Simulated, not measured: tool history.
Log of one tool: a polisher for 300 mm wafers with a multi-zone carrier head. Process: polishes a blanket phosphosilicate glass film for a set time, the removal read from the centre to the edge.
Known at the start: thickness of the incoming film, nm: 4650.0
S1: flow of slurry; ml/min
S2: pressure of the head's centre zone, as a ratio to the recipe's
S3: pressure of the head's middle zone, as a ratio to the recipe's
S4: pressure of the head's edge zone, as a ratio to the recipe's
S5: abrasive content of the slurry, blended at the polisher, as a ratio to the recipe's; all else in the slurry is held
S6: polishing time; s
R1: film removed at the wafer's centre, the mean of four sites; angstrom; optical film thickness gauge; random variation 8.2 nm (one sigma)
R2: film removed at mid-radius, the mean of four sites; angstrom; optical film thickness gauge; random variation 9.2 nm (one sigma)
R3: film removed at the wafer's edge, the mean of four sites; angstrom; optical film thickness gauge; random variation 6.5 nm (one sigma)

run  hour   S1    S2    S3    S4    S5  S6      R1      R2      R3
  1   0.0  315  1.00  1.00  1.00  1.00  78  8474.7  8359.6  8227.7
  2   8.1  335  1.02  1.06  1.00  1.10  78  9046.2  9244.7  8503.9
  3   9.6  350  1.04  1.10  1.02  1.20  78  9519.8  9816.9  8997.6
  4  15.9  350  1.04  1.10  1.02  1.20  59  7237.6  7422.7  6696.7
  5  24.7  350  1.04  1.10  1.02  1.35  59  7538.6  7742.5  7056.9
  6  29.4  350  0.99  1.10  1.02  1.35  59  7217.5  7739.1  7097.5

Run 7 comes next. What will it give?
  7  37.4  365  1.01  1.13  1.00  1.40  65   ?   ?   ?

R1: 8245.0 angstrom
R2: 8887.6 angstrom
R3: 7830.4 angstrom
